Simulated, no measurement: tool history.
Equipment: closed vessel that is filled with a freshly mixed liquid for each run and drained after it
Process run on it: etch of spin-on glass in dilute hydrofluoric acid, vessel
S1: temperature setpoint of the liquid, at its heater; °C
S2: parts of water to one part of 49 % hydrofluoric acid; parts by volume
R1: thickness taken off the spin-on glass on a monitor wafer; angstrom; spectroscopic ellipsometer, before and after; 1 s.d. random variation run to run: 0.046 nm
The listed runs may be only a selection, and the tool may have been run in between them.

run 1 day=0 | S1=23 S2=235 time_in_the_liquid_(s)=50 | R1=62.975
run 2 day=0.088 | S1=21.5 S2=235 time_in_the_liquid_(s)=50 | R1=59.281
run 3 day=0.338 | S1=20.5 S2=235 time_in_the_liquid_(s)=50 | R1=57.016
run 4 day=0.371 | S1=19.5 S2=235 time_in_the_liquid_(s)=50 | R1=55.637
run 5 day=0.446 | S1=19 S2=235 time_in_the_liquid_(s)=50 | R1=54.801
run 6 day=0.483 | S1=19 S2=235 time_in_the_liquid_(s)=35 | R1=38.304

Run 7, settings as shown, results not yet in. Your forecast:
run 7 day=0.838 | S1=23 S2=225 time_in_the_liquid_(s)=35 | R1=?

Logged for run 7: R1 46.611 angstrom.
